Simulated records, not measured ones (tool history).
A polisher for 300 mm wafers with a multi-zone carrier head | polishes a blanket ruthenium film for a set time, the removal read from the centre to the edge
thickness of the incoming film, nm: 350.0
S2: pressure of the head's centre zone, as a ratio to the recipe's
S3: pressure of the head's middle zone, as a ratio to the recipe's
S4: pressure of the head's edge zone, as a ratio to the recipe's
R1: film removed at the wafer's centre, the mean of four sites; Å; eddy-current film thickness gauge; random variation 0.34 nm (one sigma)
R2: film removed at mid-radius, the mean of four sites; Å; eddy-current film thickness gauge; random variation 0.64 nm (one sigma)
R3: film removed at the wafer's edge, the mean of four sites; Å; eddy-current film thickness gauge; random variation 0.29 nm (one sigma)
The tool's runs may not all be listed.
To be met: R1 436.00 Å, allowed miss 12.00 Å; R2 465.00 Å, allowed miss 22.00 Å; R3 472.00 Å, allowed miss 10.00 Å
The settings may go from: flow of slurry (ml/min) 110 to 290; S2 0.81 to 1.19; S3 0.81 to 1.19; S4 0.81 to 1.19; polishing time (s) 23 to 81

Run 1, hour 0.0: flow of slurry (ml/min) 185, S2 1.00, S3 1.00, S4 1.00, polishing time (s) 52. Result: R1 578.58 Å, R2 578.85 Å, R3 582.13 Å.
Run 2, hour 5.1: flow of slurry (ml/min) 205, S2 1.00, S3 1.00, S4 1.00, polishing time (s) 52. Result: R1 582.48 Å, R2 617.78 Å, R3 589.75 Å.
Run 3, hour 7.3: flow of slurry (ml/min) 190, S2 0.97, S3 0.99, S4 0.97, polishing time (s) 51. Result: R1 544.57 Å, R2 566.87 Å, R3 560.21 Å.
Run 4, hour 11.6: flow of slurry (ml/min) 190, S2 0.90, S3 0.99, S4 0.97, polishing time (s) 51. Result: R1 508.40 Å, R2 563.62 Å, R3 562.70 Å.
Run 5, hour 12.1: flow of slurry (ml/min) 170, S2 0.90, S3 0.99, S4 0.97, polishing time (s) 51. Result: R1 493.59 Å, R2 561.31 Å, R3 549.26 Å.
Run 6, hour 16.5: flow of slurry (ml/min) 160, S2 0.89, S3 0.97, S4 0.94, polishing time (s) 51. Result: R1 477.47 Å, R2 561.56 Å, R3 542.43 Å.
Run 7, hour 20.8: flow of slurry (ml/min) 165, S2 0.90, S3 0.95, S4 0.93, polishing time (s) 49. Result: R1 480.57 Å, R2 530.98 Å, R3 528.72 Å.
Run 8, hour 29.1: flow of slurry (ml/min) 160, S2 0.90, S3 0.94, S4 0.92, polishing time (s) 48. Result: R1 464.04 Å, R2 512.88 Å, R3 507.44 Å.
Run 9, hour 37.7: flow of slurry (ml/min) 115, S2 0.89, S3 0.86, S4 0.87, polishing time (s) 48. Result: R1 414.50 Å, R2 442.12 Å, R3 460.60 Å.
Run 10, hour 42.6: flow of slurry (ml/min) 120, S2 0.89, S3 0.86, S4 0.87, polishing time (s) 48. Result: R1 416.55 Å, R2 451.41 Å, R3 472.15 Å.

4 next moves are on the table. One of them brings every result within its allowed miss. Which?
Run A, hour 47.5: flow of slurry (ml/min) 115, S2 0.86, S3 0.81, S4 0.96, polishing time (s) 46. Result: R1 ?, R2 ?, R3 ?.
Run B, hour 47.5: flow of slurry (ml/min) 125, S2 0.86, S3 0.81, S4 0.90, polishing time (s) 47. Result: R1 ?, R2 ?, R3 ?.
Run C, hour 47.5: flow of slurry (ml/min) 125, S2 0.83, S3 0.92, S4 0.83, polishing time (s) 48. Result: R1 ?, R2 ?, R3 ?.
Run D, hour 47.5: flow of slurry (ml/min) 110, S2 0.89, S3 0.85, S4 0.81, polishing time (s) 51. Result: R1 ?, R2 ?, R3 ?.

move      R1      R2      R3
   A  381.25  412.15  471.56
   B  400.43  431.38  475.36
   C  394.78  475.64  467.57
   D  430.71  463.68  479.22
A: further off than the last run
B: further off than the last run
C: further off than the last run
D: meets every target
Answer: D

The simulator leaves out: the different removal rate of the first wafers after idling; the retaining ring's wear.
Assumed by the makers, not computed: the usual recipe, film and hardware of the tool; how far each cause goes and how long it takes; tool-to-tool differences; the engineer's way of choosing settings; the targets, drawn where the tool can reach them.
